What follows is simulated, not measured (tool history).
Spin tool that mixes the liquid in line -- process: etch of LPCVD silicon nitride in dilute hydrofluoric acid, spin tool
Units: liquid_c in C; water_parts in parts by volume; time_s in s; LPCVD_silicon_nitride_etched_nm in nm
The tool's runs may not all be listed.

run,hour,liquid_c,water_parts,time_s,LPCVD_silicon_nitride_etched_nm
1,0,25,70,85,0.70752
2,1,25,70,65,0.53079
3,8.4,24.5,70,65,0.51755
4,15.7,24.5,45,65,0.79465
5,23.4,26,45,65,0.83615
6,28,26,35,65,1.1001
7,31,24.5,40,65,0.83537
8,39.3,23.5,40,65,0.81954
9,48.2,22.5,45,65,0.6693
10,53.9,21.5,45,65,0.62625
11,62.5,21,45,65,0.62992
12,63.2,20.5,45,65,0.60284
13,68,20,45,65,0.58269
14,75.7,19.5,45,65,0.55126
15,83.5,19,45,65,0.53698

The next listed run, before its measurement:
16,88.2,18.5,45,65,?

Run 16 gave LPCVD_silicon_nitride_etched_nm 0.53369 nm.

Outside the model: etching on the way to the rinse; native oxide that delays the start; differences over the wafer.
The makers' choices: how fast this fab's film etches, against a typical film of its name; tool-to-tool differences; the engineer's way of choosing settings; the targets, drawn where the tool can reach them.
